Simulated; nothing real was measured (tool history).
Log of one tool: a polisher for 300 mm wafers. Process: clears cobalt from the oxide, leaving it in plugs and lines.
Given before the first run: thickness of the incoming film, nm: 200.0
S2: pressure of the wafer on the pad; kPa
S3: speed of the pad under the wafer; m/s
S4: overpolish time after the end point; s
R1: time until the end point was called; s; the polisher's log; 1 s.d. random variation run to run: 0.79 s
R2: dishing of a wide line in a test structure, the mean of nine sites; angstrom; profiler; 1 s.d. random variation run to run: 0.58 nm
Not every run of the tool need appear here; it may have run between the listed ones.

{"run": 1, "day": 0.0, "flow of slurry (ml/min)": 240, "S2": 10.3, "S3": 1.08, "S4": 22, "R1": 54.644, "R2": 447.53}
{"run": 2, "day": 0.329, "flow of slurry (ml/min)": 240, "S2": 9.7, "S3": 1.08, "S4": 21, "R1": 56.688, "R2": 455.12}
{"run": 3, "day": 0.354, "flow of slurry (ml/min)": 185, "S2": 9.7, "S3": 1.08, "S4": 21, "R1": 58.236, "R2": 440.23}
{"run": 4, "day": 0.5, "flow of slurry (ml/min)": 185, "S2": 8.3, "S3": 1.08, "S4": 21, "R1": 63.106, "R2": 427.6}
{"run": 5, "day": 0.662, "flow of slurry (ml/min)": 185, "S2": 7.6, "S3": 1.06, "S4": 19, "R1": 68.406, "R2": 375.67}
{"run": 6, "day": 1.004, "flow of slurry (ml/min)": 185, "S2": 7.6, "S3": 1.06, "S4": 18, "R1": 68.216, "R2": 364.45}

Run 7 is up next; what results do you expect?
{"run": 7, "day": 1.379, "flow of slurry (ml/min)": 185, "S2": 6.2, "S3": 1.04, "S4": 16, "R1": "?", "R2": "?"}

Run 7 gave R1 76.917 s, R2 317.63 angstrom.
